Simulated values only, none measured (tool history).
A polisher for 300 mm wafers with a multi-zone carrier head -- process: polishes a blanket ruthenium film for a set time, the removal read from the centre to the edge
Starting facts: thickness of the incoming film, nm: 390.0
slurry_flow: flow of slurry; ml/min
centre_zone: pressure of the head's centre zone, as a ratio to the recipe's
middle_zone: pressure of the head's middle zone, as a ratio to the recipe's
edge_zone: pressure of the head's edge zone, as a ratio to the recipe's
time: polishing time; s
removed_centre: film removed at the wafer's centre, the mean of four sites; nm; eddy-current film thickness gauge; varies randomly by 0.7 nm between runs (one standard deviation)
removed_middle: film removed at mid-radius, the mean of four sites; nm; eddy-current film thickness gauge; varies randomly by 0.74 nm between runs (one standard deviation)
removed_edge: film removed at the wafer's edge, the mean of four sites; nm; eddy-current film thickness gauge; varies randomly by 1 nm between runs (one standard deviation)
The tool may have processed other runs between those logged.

Run 1, day 0: slurry_flow 190 ml/min, centre_zone 1, middle_zone 1, edge_zone 1, time 41 s. Result: removed_centre 59.815 nm, removed_middle 60.585 nm, removed_edge 60.99 nm.
Run 2, day 0.188: slurry_flow 220 ml/min, centre_zone 1, middle_zone 1, edge_zone 1, time 41 s. Result: removed_centre 59.457 nm, removed_middle 61.243 nm, removed_edge 60.384 nm.
Run 3, day 0.521: slurry_flow 220 ml/min, centre_zone 1, middle_zone 0.96, edge_zone 1, time 41 s. Result: removed_centre 60.542 nm, removed_middle 59.418 nm, removed_edge 61.776 nm.
Run 4, day 0.771: slurry_flow 220 ml/min, centre_zone 0.99, middle_zone 0.96, edge_zone 1.03, time 43 s. Result: removed_centre 62.936 nm, removed_middle 61.774 nm, removed_edge 63.419 nm.
Run 5, day 1.029: slurry_flow 220 ml/min, centre_zone 0.94, middle_zone 0.96, edge_zone 1.03, time 43 s. Result: removed_centre 60.945 nm, removed_middle 62.876 nm, removed_edge 65.511 nm.
Run 6, day 1.212: slurry_flow 220 ml/min, centre_zone 0.94, middle_zone 0.96, edge_zone 1.11, time 43 s. Result: removed_centre 59.263 nm, removed_middle 62.587 nm, removed_edge 67.654 nm.

Run 7, settings as shown, results not yet in. Your forecast:
Run 7, day 1.5: slurry_flow 220 ml/min, centre_zone 0.95, middle_zone 0.96, edge_zone 1.12, time 45 s. Result: removed_centre ?, removed_middle ?, removed_edge ?.

{"run 7": {"removed_centre": 63.16, "removed_middle": 65.296, "removed_edge": 69.856}}

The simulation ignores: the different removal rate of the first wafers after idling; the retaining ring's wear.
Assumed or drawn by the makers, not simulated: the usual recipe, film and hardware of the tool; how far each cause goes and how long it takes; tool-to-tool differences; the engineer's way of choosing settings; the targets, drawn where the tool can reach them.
